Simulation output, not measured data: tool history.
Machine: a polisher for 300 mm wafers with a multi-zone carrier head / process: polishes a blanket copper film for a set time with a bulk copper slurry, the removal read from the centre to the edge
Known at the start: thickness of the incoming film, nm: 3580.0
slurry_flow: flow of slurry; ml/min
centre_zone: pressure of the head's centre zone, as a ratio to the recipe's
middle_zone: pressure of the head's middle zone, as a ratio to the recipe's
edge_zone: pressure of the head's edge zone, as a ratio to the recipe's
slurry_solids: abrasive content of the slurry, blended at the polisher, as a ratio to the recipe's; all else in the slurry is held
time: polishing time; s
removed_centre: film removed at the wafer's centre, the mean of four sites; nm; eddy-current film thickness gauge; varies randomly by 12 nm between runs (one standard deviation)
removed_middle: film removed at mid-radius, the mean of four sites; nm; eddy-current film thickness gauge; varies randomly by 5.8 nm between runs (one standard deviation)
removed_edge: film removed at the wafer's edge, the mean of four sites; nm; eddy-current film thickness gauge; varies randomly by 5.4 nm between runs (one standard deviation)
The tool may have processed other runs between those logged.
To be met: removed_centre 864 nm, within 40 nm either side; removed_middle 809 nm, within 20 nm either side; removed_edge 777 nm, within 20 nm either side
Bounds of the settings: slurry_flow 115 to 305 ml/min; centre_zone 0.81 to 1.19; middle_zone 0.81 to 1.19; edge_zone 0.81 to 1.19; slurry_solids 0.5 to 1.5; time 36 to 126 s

Run 1, hour 0: slurry_flow 195 ml/min, centre_zone 1, middle_zone 1, edge_zone 1, slurry_solids 1, time 81 s. Result: removed_centre 1099.5 nm, removed_middle 1079.9 nm, removed_edge 1051.6 nm.
Run 2, hour 8.7: slurry_flow 195 ml/min, centre_zone 1, middle_zone 1, edge_zone 1, slurry_solids 1.2, time 81 s. Result: removed_centre 1134.1 nm, removed_middle 1143.3 nm, removed_edge 1107.6 nm.
Run 3, hour 11.6: slurry_flow 195 ml/min, centre_zone 0.96, middle_zone 1, edge_zone 1, slurry_solids 1.2, time 81 s. Result: removed_centre 1104.2 nm, removed_middle 1128.3 nm, removed_edge 1101.4 nm.
Run 4, hour 16.7: slurry_flow 190 ml/min, centre_zone 0.96, middle_zone 0.99, edge_zone 0.97, slurry_solids 1.05, time 80 s. Result: removed_centre 1023.4 nm, removed_middle 1060.6 nm, removed_edge 1034 nm.
Run 5, hour 21.9: slurry_flow 190 ml/min, centre_zone 0.98, middle_zone 0.98, edge_zone 0.95, slurry_solids 0.95, time 78 s. Result: removed_centre 1015.1 nm, removed_middle 990.89 nm, removed_edge 978.15 nm.
Run 6, hour 28.2: slurry_flow 190 ml/min, centre_zone 0.98, middle_zone 0.98, edge_zone 0.95, slurry_solids 1.1, time 78 s. Result: removed_centre 1063.5 nm, removed_middle 1059.6 nm, removed_edge 998.98 nm.
Run 7, hour 36.4: slurry_flow 185 ml/min, centre_zone 0.97, middle_zone 0.96, edge_zone 0.93, slurry_solids 1, time 77 s. Result: removed_centre 971.12 nm, removed_middle 983.35 nm, removed_edge 969.11 nm.
Run 8, hour 37.9: slurry_flow 185 ml/min, centre_zone 0.98, middle_zone 0.96, edge_zone 0.91, slurry_solids 0.9, time 76 s. Result: removed_centre 982.21 nm, removed_middle 944.26 nm, removed_edge 918.3 nm.
Run 9, hour 42.7: slurry_flow 180 ml/min, centre_zone 0.98, middle_zone 0.96, edge_zone 0.89, slurry_solids 0.85, time 75 s. Result: removed_centre 914.55 nm, removed_middle 925.74 nm, removed_edge 880.07 nm.
At hour 51.6: worn pad replaced by a new one.
Run 10, hour 51.6: slurry_flow 175 ml/min, centre_zone 0.99, middle_zone 0.95, edge_zone 0.87, slurry_solids 0.8, time 75 s. Result: removed_centre 1035.9 nm, removed_middle 1001.7 nm, removed_edge 954.84 nm.

Exercise: of the 5 proposed moves below, exactly one satisfies all targets within the stated allowed misses. Which move is it?
Run A, hour 60.5: slurry_flow 205 ml/min, centre_zone 1.18, middle_zone 0.99, edge_zone 0.81, slurry_solids 0.85, time 57 s. Result: removed_centre ?, removed_middle ?, removed_edge ?.
Run B, hour 60.5: slurry_flow 205 ml/min, centre_zone 1.09, middle_zone 0.85, edge_zone 0.82, slurry_solids 0.75, time 63 s. Result: removed_centre ?, removed_middle ?, removed_edge ?.
Run C, hour 60.5: slurry_flow 150 ml/min, centre_zone 1, middle_zone 0.91, edge_zone 0.81, slurry_solids 0.65, time 68 s. Result: removed_centre ?, removed_middle ?, removed_edge ?.
Run D, hour 60.5: slurry_flow 155 ml/min, centre_zone 1.1, middle_zone 0.81, edge_zone 0.93, slurry_solids 0.7, time 62 s. Result: removed_centre ?, removed_middle ?, removed_edge ?.
Run E, hour 60.5: slurry_flow 240 ml/min, centre_zone 1.19, middle_zone 0.93, edge_zone 0.83, slurry_solids 1, time 53 s. Result: removed_centre ?, removed_middle ?, removed_edge ?.

move  removed_centre  removed_middle  removed_edge
   A          978.25          809.27        726.39
   B          966.03          778.95        783.03
   C          872.24          809.02        781.02
   D          897.74          697.78        776.71
   E          977.05          765.16        722.54
A: the furthest-off result lands on target, but another misses its tolerance
B: carries the result that was furthest off beyond its target, to the other side
C: hits every target within its allowed miss
D: carries the result that was furthest off beyond its target, to the other side
E: carries the result that was furthest off beyond its target, to the other side
C is the move that brings every result within its allowed miss.
